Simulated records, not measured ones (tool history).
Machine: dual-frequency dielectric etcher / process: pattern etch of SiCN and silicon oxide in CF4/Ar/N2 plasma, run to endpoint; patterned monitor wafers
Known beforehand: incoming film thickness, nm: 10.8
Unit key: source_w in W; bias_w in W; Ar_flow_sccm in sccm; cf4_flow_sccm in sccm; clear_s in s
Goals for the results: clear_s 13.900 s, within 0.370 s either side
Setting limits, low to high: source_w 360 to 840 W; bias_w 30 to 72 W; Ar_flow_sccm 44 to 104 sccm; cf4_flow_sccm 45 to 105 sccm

| run | hour | source_w | bias_w | Ar_flow_sccm | cf4_flow_sccm | clear_s |
|---|---|---|---|---|---|---|
| 1 | 0.0 | 600 | 51 | 74 | 75 | 10.548 |
| 2 | 8.8 | 570 | 51 | 74 | 75 | 10.982 |
| 3 | 12.2 | 540 | 51 | 74 | 75 | 11.410 |
| 4 | 17.1 | 540 | 51 | 85 | 75 | 11.653 |
| 5 | 21.7 | 520 | 51 | 85 | 75 | 11.850 |
| 6 | 26.6 | 500 | 51 | 85 | 75 | 12.134 |
| 7 | 29.8 | 480 | 51 | 85 | 75 | 12.429 |
| 8 | 31.8 | 480 | 51 | 85 | 75 | 12.396 |
| 9 | 39.6 | 460 | 51 | 85 | 75 | 12.873 |
| 10 | 43.0 | 450 | 51 | 85 | 75 | 12.942 |
| 11 | 50.7 | 440 | 51 | 85 | 75 | 13.172 |
| 12 | 57.5 | 430 | 51 | 85 | 75 | 13.275 |
| 13 | 61.8 | 420 | 51 | 85 | 75 | 13.495 |

Of the 5 settings listed for the next run, only one would bring every result within its allowed miss of target. Which one?
| A | 66.1 | 400 | 62 | 74 | 77 | ? |
| B | 66.1 | 370 | 57 | 66 | 62 | ? |
| C | 66.1 | 380 | 52 | 77 | 50 | ? |
| D | 66.1 | 450 | 53 | 81 | 76 | ? |
| E | 66.1 | 420 | 56 | 92 | 85 | ? |

| move | clear_s |
|---|---|
| A | 12.872 |
| B | 13.920 |
| C | 14.849 |
| D | 12.768 |
| E | 13.160 |
A: misses by more than the last run did
B: every result lands within tolerance
C: pushes the last run's worst result past its target
D: misses by more than the last run did
E: misses by more than the last run did
The move that meets every target is B.

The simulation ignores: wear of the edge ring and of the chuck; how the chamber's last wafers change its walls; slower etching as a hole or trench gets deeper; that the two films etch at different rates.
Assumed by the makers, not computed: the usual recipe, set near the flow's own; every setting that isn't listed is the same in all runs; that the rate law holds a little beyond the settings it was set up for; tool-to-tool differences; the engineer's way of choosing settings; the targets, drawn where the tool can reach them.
